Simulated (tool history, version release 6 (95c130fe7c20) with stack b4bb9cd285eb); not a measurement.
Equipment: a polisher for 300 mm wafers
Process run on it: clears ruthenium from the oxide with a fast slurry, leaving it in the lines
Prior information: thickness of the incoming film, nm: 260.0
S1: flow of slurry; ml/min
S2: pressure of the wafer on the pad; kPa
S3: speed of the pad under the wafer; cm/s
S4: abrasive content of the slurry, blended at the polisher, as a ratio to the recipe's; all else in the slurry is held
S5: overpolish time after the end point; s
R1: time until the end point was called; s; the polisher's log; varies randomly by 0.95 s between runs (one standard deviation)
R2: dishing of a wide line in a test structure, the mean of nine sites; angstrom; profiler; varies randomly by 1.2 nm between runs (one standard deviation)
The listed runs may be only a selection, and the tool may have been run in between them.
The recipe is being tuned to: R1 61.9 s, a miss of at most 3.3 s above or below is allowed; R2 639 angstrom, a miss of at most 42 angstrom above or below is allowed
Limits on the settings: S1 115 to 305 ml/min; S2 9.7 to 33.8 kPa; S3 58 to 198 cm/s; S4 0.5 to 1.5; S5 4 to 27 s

run	day	S1	S2	S3	S4	S5	R1	R2
1	0	195	21.4	128	1	14	37.171	569.24
2	0.183	195	21.4	128	1	12	38.26	520.38
3	0.238	195	19.3	128	1	14	41.526	554.27
4	0.404	195	17.9	128	1	15	43.184	579.05
5	0.508	195	22.1	128	1	15	37.458	629.84
6	0.538	195	22.1	102	1	15	46.733	535.27
7	0.871	195	20.7	102	1	16	49.196	537.57
8	1.008	195	20	102	1	17	50.134	572.14
9	1.375	195	19.3	102	1	18	51.11	587.37
10	1.525	195	18.6	102	1	19	53.851	575.98
11	1.558	195	17.9	102	1	20	53.587	593.87
12	1.846	195	17.2	102	1	21	56.732	624.06

Which single option among these 5 for the next run brings every result within its allowed miss of target? Just one does.
A	2.133	170	15.2	118	1	19	?	?
B	2.133	195	18.6	84	0.8	21	?	?
C	2.133	175	19.3	106	1.05	20	?	?
D	2.133	240	20	94	1.1	18	?	?
E	2.133	185	13.8	110	1.05	24	?	?

move	R1	R2
A	54.261	586.18
B	68.975	526.4
C	48.977	656.46
D	50.111	597.52
E	59.982	646.89
A: lands further from the targets than the last run did
B: pushes the last run's worst result past its target
C: lands further from the targets than the last run did
D: lands further from the targets than the last run did
E: all results land within tolerance of their targets
Correct choice: E, which meets every target
